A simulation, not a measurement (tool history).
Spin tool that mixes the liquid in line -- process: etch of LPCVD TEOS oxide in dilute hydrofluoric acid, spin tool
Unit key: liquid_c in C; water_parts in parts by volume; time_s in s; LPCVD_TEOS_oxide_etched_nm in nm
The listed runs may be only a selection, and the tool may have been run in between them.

Run 1, hour 0.0: liquid_c 21.0 C, water_parts 245 parts by volume, time_s 60 s. Result: LPCVD_TEOS_oxide_etched_nm 3.0330 nm.
Run 2, hour 8.3: liquid_c 19.0 C, water_parts 245 parts by volume, time_s 60 s. Result: LPCVD_TEOS_oxide_etched_nm 2.7762 nm.
Run 3, hour 12.5: liquid_c 20.5 C, water_parts 225 parts by volume, time_s 60 s. Result: LPCVD_TEOS_oxide_etched_nm 3.2825 nm.
Run 4, hour 14.5: liquid_c 17.5 C, water_parts 225 parts by volume, time_s 60 s. Result: LPCVD_TEOS_oxide_etched_nm 2.9743 nm.
Run 5, hour 23.0: liquid_c 17.0 C, water_parts 225 parts by volume, time_s 60 s. Result: LPCVD_TEOS_oxide_etched_nm 2.9015 nm.
Run 6, hour 24.6: liquid_c 18.5 C, water_parts 210 parts by volume, time_s 60 s. Result: LPCVD_TEOS_oxide_etched_nm 3.3143 nm.
Run 7, hour 30.7: liquid_c 20.0 C, water_parts 195 parts by volume, time_s 60 s. Result: LPCVD_TEOS_oxide_etched_nm 3.8792 nm.

Run 8, settings as shown, results not yet in. Your forecast:
Run 8, hour 37.7: liquid_c 21.0 C, water_parts 185 parts by volume, time_s 60 s. Result: LPCVD_TEOS_oxide_etched_nm ?.

LPCVD_TEOS_oxide_etched_nm: 4.3023 nm
